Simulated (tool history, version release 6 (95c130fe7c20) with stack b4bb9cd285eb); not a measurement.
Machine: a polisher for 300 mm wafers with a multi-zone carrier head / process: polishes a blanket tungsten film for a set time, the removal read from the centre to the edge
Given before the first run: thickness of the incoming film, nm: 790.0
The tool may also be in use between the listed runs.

run	hour	flow of slurry (ml/min)	pressure of the head's centre zone	pressure of the head's middle zone	pressure of the head's edge zone	abrasive content of the slurry	polishing time (s)	film removed at the wafer's centre (angstrom)	film removed at mid-radius (angstrom)	film removed at the wafer's edge (angstrom)
1	0.0	145	1.00	1.00	1.00	1.00	43	2138.4	2132.7	2140.8
2	0.6	145	1.00	1.00	1.00	0.90	43	2109.1	2111.7	2139.1
3	3.5	145	0.97	1.00	1.00	0.90	43	2061.6	2110.6	2133.4
4	5.2	145	0.97	1.07	1.00	0.90	43	2098.1	2213.5	2186.6
5	7.7	155	0.98	1.08	0.99	0.90	43	2150.4	2280.9	2120.6
6	10.0	155	0.98	1.08	0.99	0.90	39	1935.1	2051.3	1897.1
7	14.3	160	0.99	1.10	1.01	0.95	39	1973.9	2111.6	1969.4

Run 8 is up next; what results do you expect?
8	19.1	165	1.01	1.11	1.03	1.00	39	?	?	?

Run 8 came out at film removed at the wafer's centre (angstrom) 2051.6, film removed at mid-radius (angstrom) 2180.5, film removed at the wafer's edge (angstrom) 2049.0.

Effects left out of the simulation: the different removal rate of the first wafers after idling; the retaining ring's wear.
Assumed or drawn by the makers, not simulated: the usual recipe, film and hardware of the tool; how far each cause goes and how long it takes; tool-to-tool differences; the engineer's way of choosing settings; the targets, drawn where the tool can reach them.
